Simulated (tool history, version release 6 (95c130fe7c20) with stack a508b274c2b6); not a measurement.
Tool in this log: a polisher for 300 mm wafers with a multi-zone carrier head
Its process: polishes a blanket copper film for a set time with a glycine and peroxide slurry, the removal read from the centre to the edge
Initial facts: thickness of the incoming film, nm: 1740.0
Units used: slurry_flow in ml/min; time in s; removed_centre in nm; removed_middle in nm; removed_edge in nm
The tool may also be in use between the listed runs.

{"run": 1, "hour": 0.0, "slurry_flow": 300, "centre_zone": 1, "middle_zone": 1, "edge_zone": 1, "time": 43, "removed_centre": 170.07, "removed_middle": 170.14, "removed_edge": 173.98}
{"run": 2, "hour": 7.2, "slurry_flow": 300, "centre_zone": 1.02, "middle_zone": 0.99, "edge_zone": 1.03, "time": 44, "removed_centre": 175.02, "removed_middle": 170.35, "removed_edge": 178.71}
{"run": 3, "hour": 9.9, "slurry_flow": 300, "centre_zone": 1.04, "middle_zone": 0.98, "edge_zone": 1.05, "time": 46, "removed_centre": 193.26, "removed_middle": 181.38, "removed_edge": 187.8}
{"run": 4, "hour": 17.9, "slurry_flow": 300, "centre_zone": 1.04, "middle_zone": 0.95, "edge_zone": 1.07, "time": 47, "removed_centre": 194.25, "removed_middle": 174.8, "removed_edge": 195.96}
{"run": 5, "hour": 18.4, "slurry_flow": 300, "centre_zone": 1.04, "middle_zone": 0.95, "edge_zone": 1.07, "time": 42, "removed_centre": 174.1, "removed_middle": 155, "removed_edge": 176.81}
{"run": 6, "hour": 21.9, "slurry_flow": 300, "centre_zone": 1.04, "middle_zone": 0.95, "edge_zone": 1.07, "time": 48, "removed_centre": 195.81, "removed_middle": 180.18, "removed_edge": 198.21}
{"run": 7, "hour": 29.9, "slurry_flow": 305, "centre_zone": 1.05, "middle_zone": 0.94, "edge_zone": 1.09, "time": 49, "removed_centre": 204.11, "removed_middle": 180.56, "removed_edge": 206.32}
{"run": 8, "hour": 37.9, "slurry_flow": 310, "centre_zone": 1.06, "middle_zone": 0.94, "edge_zone": 1.1, "time": 49, "removed_centre": 200.61, "removed_middle": 179.89, "removed_edge": 207.6}
{"run": 9, "hour": 42.1, "slurry_flow": 310, "centre_zone": 1.06, "middle_zone": 0.94, "edge_zone": 1.1, "time": 49, "removed_centre": 208.41, "removed_middle": 183.75, "removed_edge": 202.92}
{"run": 10, "hour": 42.8, "slurry_flow": 305, "centre_zone": 1.06, "middle_zone": 0.93, "edge_zone": 1.1, "time": 50, "removed_centre": 205.05, "removed_middle": 186.17, "removed_edge": 208.66}
{"run": 11, "hour": 51.7, "slurry_flow": 310, "centre_zone": 1.08, "middle_zone": 0.92, "edge_zone": 1.12, "time": 50, "removed_centre": 215.07, "removed_middle": 182, "removed_edge": 212.16}

Expected results for the next run?
{"run": 12, "hour": 59.3, "slurry_flow": 310, "centre_zone": 1.09, "middle_zone": 0.92, "edge_zone": 1.13, "time": 50, "removed_centre": "?", "removed_middle": "?", "removed_edge": "?"}

removed_centre: 216.77 nm
removed_middle: 182.99 nm
removed_edge: 217.28 nm

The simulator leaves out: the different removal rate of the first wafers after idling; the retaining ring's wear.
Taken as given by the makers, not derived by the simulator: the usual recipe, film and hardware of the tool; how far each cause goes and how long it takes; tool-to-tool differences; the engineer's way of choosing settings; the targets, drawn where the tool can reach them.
